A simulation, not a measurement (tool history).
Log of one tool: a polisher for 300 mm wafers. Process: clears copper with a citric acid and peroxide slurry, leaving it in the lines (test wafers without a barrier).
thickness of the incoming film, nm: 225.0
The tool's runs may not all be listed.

run,hour,flow of slurry (ml/min),pressure of the wafer on the pad (psi),speed of the pad under the wafer (cm/s),abrasive content of the slurry,overpolish time after the end point (s),time until the end point was called (s),dishing of a wide line in a test structure (angstrom)
1,0.0,280,2.9,88,1.00,17,109.81,220.080
2,7.1,275,2.7,82,0.95,13,127.23,153.320
3,12.7,240,2.5,82,0.80,10,143.11,109.480
4,20.2,240,3.1,82,0.80,10,119.20,130.150
5,23.6,220,2.8,86,0.70,8,128.82,98.063
6,29.4,180,2.8,86,0.70,8,134.07,94.572
7,36.4,175,2.4,100,0.65,7,134.09,80.102
8,37.2,175,2.3,108,0.60,6,133.39,71.996
# hour 38.5: slurry nozzle cleaned
9,38.5,175,2.2,114,0.55,6,123.78,79.471
10,42.3,205,2.4,108,0.80,5,107.96,73.276
11,46.2,210,1.9,108,0.85,5,129.11,61.640

The next listed run, before its measurement:
12,47.9,215,1.9,108,0.85,5,?,?

Run 12 gave time until the end point was called (s) 128.92, dishing of a wide line in a test structure (angstrom) 61.477.

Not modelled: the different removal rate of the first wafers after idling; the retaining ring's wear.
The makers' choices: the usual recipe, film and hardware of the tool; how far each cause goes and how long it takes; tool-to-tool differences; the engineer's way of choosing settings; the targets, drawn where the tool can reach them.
